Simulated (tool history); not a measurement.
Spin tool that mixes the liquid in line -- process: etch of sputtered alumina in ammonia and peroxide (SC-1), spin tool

| run | day | temperature setpoint of the liquid (K) | parts of 29 % ammonia solution to one part of 30 % peroxide (parts by volume) | time under the liquid (s) | thickness taken off the sputtered alumina on a monitor wafer (angstrom) |
|---|---|---|---|---|---|
| 1 | 0 | 323.15 | 0.6 | 85 | 40.925 |
| 2 | 0.029 | 324.65 | 0.6 | 85 | 44.39 |
| 3 | 0.358 | 324.65 | 0.45 | 85 | 42.841 |
| 4 | 0.542 | 326.15 | 0.45 | 85 | 46.647 |
| 5 | 0.879 | 327.15 | 0.45 | 85 | 49.681 |
| 6 | 0.942 | 328.15 | 0.45 | 85 | 52.913 |

What does the tool deliver on the next run?
| 7 | 1.175 | 328.65 | 0.45 | 85 | ? |

{"run 7": {"thickness taken off the sputtered alumina on a monitor wafer (angstrom)": 53.313}}
